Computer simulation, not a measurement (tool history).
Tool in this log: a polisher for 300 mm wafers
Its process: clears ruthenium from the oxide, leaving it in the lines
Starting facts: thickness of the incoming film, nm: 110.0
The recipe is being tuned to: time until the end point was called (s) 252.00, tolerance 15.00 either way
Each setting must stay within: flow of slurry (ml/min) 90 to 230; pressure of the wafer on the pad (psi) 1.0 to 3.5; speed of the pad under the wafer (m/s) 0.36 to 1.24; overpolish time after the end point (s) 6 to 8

run	hour	flow of slurry (ml/min)	pressure of the wafer on the pad (psi)	speed of the pad under the wafer (m/s)	overpolish time after the end point (s)	time until the end point was called (s)
1	0.0	150	2.2	0.80	8	131.37
2	7.0	175	2.2	0.80	8	133.70
3	16.0	175	2.0	0.78	8	151.26
4	22.5	175	2.0	0.96	8	124.15
5	28.4	175	2.0	0.86	8	130.93
6	36.7	175	1.5	0.86	8	181.28
7	42.3	175	1.4	0.86	8	191.50
8	50.4	175	1.3	0.86	8	204.48
9	54.9	175	1.2	0.86	8	223.47

Next run, 4 choices. One meets every target within its allowed miss, the rest don't. Which?
A	59.4	165	1.2	0.90	8	?
B	59.4	170	1.7	0.68	8	?
C	59.4	145	1.3	0.94	8	?
D	59.4	170	1.0	0.94	8	?

move	time until the end point was called (s)
A	211.70
B	186.54
C	194.20
D	241.74
A: misses by more than the last run did
B: misses by more than the last run did
C: misses by more than the last run did
D: hits every target within its allowed miss
The right move is D.

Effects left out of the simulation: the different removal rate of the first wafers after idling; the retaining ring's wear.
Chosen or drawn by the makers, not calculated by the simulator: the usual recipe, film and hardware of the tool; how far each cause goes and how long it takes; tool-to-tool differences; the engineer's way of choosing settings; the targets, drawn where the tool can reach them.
